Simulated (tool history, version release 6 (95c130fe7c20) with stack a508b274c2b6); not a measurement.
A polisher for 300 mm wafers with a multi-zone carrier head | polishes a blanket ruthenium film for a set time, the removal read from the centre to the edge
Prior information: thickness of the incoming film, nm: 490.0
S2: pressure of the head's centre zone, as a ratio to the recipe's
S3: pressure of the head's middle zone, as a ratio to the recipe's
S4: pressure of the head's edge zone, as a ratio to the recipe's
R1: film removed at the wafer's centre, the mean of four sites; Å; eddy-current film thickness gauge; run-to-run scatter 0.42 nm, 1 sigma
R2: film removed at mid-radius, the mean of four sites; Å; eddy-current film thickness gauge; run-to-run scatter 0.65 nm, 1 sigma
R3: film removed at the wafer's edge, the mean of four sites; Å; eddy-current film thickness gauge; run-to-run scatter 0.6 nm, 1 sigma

Run 1, hour 0.0: flow of slurry (ml/min) 315, S2 1.00, S3 1.00, S4 1.00, polishing time (s) 83. Result: R1 690.79 Å, R2 669.85 Å, R3 680.47 Å.
Run 2, hour 5.4: flow of slurry (ml/min) 315, S2 0.98, S3 0.99, S4 0.97, polishing time (s) 76. Result: R1 610.35 Å, R2 591.06 Å, R3 608.20 Å.
Run 3, hour 12.9: flow of slurry (ml/min) 315, S2 0.96, S3 0.99, S4 0.94, polishing time (s) 72. Result: R1 575.14 Å, R2 551.79 Å, R3 571.19 Å.
Run 4, hour 13.9: flow of slurry (ml/min) 280, S2 0.96, S3 0.99, S4 0.94, polishing time (s) 72. Result: R1 552.98 Å, R2 555.56 Å, R3 576.95 Å.
Run 5, hour 16.8: flow of slurry (ml/min) 280, S2 0.96, S3 1.07, S4 0.94, polishing time (s) 72. Result: R1 558.12 Å, R2 604.69 Å, R3 564.99 Å.
Run 6, hour 17.5: flow of slurry (ml/min) 280, S2 0.96, S3 1.07, S4 0.90, polishing time (s) 72. Result: R1 569.10 Å, R2 590.90 Å, R3 564.48 Å.
Run 7, hour 22.8: flow of slurry (ml/min) 280, S2 0.96, S3 1.07, S4 0.90, polishing time (s) 72. Result: R1 555.20 Å, R2 605.15 Å, R3 559.10 Å.
Run 8, hour 30.5: flow of slurry (ml/min) 300, S2 0.95, S3 1.05, S4 0.90, polishing time (s) 68. Result: R1 527.38 Å, R2 555.25 Å, R3 540.03 Å.
Run 9, hour 34.8: flow of slurry (ml/min) 300, S2 0.95, S3 1.05, S4 0.89, polishing time (s) 65. Result: R1 500.79 Å, R2 528.21 Å, R3 517.04 Å.

Predict the results of run 10:
Run 10, hour 36.4: flow of slurry (ml/min) 300, S2 0.96, S3 1.05, S4 0.88, polishing time (s) 63. Result: R1 ?, R2 ?, R3 ?.

R1: 496.95 Å
R2: 531.68 Å
R3: 488.14 Å
